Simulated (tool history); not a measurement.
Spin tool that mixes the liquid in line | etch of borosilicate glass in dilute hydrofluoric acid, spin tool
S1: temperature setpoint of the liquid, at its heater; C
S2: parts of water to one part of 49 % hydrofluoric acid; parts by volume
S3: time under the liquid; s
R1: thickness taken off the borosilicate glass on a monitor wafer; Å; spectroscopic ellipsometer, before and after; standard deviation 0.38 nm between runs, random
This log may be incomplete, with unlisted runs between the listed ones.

run,hour,S1,S2,S3,R1
1,0.0,24.0,145,280,296.18
2,3.3,24.0,170,280,244.52
3,3.9,26.5,170,280,270.80
4,5.0,26.5,190,280,238.18
5,7.8,26.5,190,300,256.34
6,14.9,26.5,210,300,226.31
7,16.5,28.0,170,300,303.20

For run 8, what comes out?
8,21.9,29.0,135,300,?

{"run 8": {"R1": 417.97}}

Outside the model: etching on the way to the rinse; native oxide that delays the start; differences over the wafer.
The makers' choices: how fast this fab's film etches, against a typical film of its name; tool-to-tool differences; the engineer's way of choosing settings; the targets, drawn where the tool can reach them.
